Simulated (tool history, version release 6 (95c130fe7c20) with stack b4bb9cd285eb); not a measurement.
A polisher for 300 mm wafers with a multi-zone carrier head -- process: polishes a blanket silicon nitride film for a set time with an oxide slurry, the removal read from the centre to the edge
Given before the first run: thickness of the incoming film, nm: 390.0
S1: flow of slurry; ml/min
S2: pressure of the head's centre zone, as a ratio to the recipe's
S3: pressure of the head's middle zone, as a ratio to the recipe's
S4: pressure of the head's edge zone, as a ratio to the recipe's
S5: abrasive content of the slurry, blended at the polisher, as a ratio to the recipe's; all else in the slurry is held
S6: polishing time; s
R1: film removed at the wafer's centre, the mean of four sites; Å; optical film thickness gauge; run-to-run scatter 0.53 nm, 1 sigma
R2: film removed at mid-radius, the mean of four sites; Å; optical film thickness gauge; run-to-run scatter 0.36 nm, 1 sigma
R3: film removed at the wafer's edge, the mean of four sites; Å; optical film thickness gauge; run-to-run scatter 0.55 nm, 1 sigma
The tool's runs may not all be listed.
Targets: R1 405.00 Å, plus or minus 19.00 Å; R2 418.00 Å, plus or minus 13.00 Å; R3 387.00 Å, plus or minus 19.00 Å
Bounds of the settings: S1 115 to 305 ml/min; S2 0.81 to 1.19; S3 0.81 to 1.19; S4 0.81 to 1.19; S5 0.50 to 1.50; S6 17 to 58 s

| run | day | S1 | S2 | S3 | S4 | S5 | S6 | R1 | R2 | R3 |
|---|---|---|---|---|---|---|---|---|---|---|
| 1 | 0.000 | 195 | 1.00 | 1.00 | 1.00 | 1.00 | 37 | 264.07 | 252.58 | 246.31 |
| 2 | 0.217 | 195 | 0.96 | 1.00 | 1.00 | 1.00 | 37 | 254.25 | 254.09 | 250.48 |
| 3 | 0.488 | 195 | 0.89 | 1.00 | 1.00 | 1.00 | 37 | 226.15 | 256.54 | 244.41 |
| 4 | 0.558 | 195 | 0.83 | 1.00 | 1.00 | 1.00 | 37 | 216.26 | 258.31 | 244.23 |
| 5 | 0.592 | 195 | 0.83 | 1.00 | 1.00 | 1.15 | 37 | 228.47 | 268.44 | 262.14 |
| 6 | 0.958 | 200 | 0.85 | 1.02 | 1.00 | 1.20 | 38 | 244.33 | 289.81 | 272.76 |
| 7 | 1.279 | 200 | 0.87 | 1.03 | 1.01 | 1.25 | 39 | 270.32 | 310.01 | 291.48 |
| 8 | 1.546 | 200 | 0.88 | 1.04 | 1.02 | 1.30 | 39 | 266.77 | 316.44 | 297.11 |

Consider the 5 candidate settings below. Which is the only one whose results all fall within their allowed miss of target?
| A | 1.812 | 220 | 0.91 | 0.95 | 1.01 | 1.50 | 52 | ? | ? | ? |
| B | 1.812 | 225 | 0.98 | 1.07 | 0.81 | 1.45 | 48 | ? | ? | ? |
| C | 1.812 | 185 | 0.89 | 1.16 | 1.00 | 1.40 | 51 | ? | ? | ? |
| D | 1.812 | 210 | 0.96 | 1.02 | 0.96 | 1.20 | 54 | ? | ? | ? |
| E | 1.812 | 220 | 0.95 | 1.02 | 1.01 | 1.30 | 57 | ? | ? | ? |

| move | R1 | R2 | R3 |
|---|---|---|---|
| A | 415.25 | 410.58 | 431.26 |
| B | 409.67 | 415.13 | 355.42 |
| C | 377.09 | 452.74 | 400.96 |
| D | 413.83 | 411.66 | 397.85 |
| E | 450.17 | 452.19 | 447.03 |
A: brings the last run's worst result on target, with another outside its allowed miss
B: brings the last run's worst result on target, with another outside its allowed miss
C: moves the result that the last run missed by most past its target, out the other side
D: all results land within tolerance of their targets
E: moves the result that the last run missed by most past its target, out the other side
D is the move that brings every result within its allowed miss.

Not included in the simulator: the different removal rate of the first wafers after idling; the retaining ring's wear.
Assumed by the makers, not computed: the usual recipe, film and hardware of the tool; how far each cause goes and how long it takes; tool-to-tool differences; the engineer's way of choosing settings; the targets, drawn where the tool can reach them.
